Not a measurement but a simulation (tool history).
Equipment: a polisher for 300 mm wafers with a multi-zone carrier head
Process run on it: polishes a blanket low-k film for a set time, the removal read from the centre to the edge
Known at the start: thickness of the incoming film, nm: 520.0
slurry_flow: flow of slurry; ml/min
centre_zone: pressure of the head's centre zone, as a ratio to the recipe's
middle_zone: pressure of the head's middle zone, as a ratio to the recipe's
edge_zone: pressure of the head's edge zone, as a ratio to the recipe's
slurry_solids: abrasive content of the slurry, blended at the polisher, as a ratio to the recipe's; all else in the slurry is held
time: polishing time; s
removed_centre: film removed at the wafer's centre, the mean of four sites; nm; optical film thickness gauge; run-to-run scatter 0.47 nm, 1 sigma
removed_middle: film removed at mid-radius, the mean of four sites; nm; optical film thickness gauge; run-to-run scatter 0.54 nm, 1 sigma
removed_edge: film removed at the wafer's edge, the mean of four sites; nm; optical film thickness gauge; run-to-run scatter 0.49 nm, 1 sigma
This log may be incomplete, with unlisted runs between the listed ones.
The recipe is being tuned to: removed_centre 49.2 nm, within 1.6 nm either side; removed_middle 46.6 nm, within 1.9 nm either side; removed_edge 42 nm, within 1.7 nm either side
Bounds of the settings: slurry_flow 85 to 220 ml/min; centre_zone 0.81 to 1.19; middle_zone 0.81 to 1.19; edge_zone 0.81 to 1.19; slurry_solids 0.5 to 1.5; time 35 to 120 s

run  hour  slurry_flow  centre_zone  middle_zone  edge_zone  slurry_solids  time  removed_centre  removed_middle  removed_edge
  1     0          140            1            1          1              1    77          39.114          40.766         39.32
  2   6.8          140            1            1          1              1    62          31.963          32.805         31.98
  3  13.8          140            1            1       0.97              1    62          31.866          32.822        31.667
  4  15.9          150         1.03         1.02       0.99            1.1    62          34.689          34.803        33.853
  5  17.1          150         1.03         0.94       0.99            1.1    62          34.694          32.835        33.358
  6  22.7          150         1.03         0.94       0.99            0.9    62          30.901          30.039        30.961
  7  31.3          190         1.13         1.04       1.09           1.15    65          42.857          39.336        38.302
  8    34          195         1.14         1.06       1.09            1.2    65          43.863          41.221        40.279
  9  34.7          200         1.15         1.07       1.07            1.2    65          44.952          40.164        39.758

Exactly one of the 5 candidate moves below puts every result within its allowed miss. Which one?
  A  35.4          220         1.16         0.84       1.16            1.5    63               ?               ?             ?
  B  35.4          220         1.08         0.87       1.08            1.5    55               ?               ?             ?
  C  35.4          215         1.18         1.17       1.05           0.95    78               ?               ?             ?
  D  35.4          220         1.14         0.97       1.09            1.2    69               ?               ?             ?
  E  35.4          220         1.09         0.85       0.97            1.5    60               ?               ?             ?

move  removed_centre  removed_middle  removed_edge
   A           47.96          38.435        44.475
   B          38.969          34.228        37.427
   C          49.647          47.448        42.873
   D           47.31          41.829        43.168
   E          42.904          36.867        38.749
A: its largest miss is bigger than the last run's
B: its largest miss is bigger than the last run's
C: meets every target
D: closes in on the targets versus the last run, not all within tolerance yet
E: its largest miss is bigger than the last run's
C is the move that brings every result within its allowed miss.
